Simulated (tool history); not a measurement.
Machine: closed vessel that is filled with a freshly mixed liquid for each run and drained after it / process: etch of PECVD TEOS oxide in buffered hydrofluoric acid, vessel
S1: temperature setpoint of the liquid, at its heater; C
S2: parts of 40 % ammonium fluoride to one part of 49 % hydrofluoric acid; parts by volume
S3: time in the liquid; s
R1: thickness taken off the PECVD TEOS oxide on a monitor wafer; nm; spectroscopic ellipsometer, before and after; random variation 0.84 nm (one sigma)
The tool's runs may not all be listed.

run	day	S1	S2	S3	R1
1	0.000	25.0	22.5	90	141.97
2	0.354	26.0	22.5	90	150.88
3	0.454	26.0	29.0	90	125.72
4	0.792	26.0	30.0	90	122.93
5	0.862	26.5	30.0	90	124.98
6	1.012	26.5	24.0	90	146.78
7	1.096	26.0	24.0	90	143.12

What does the tool deliver on the next run?
8	1.154	25.5	24.0	90	?

R1: 139.67 nm
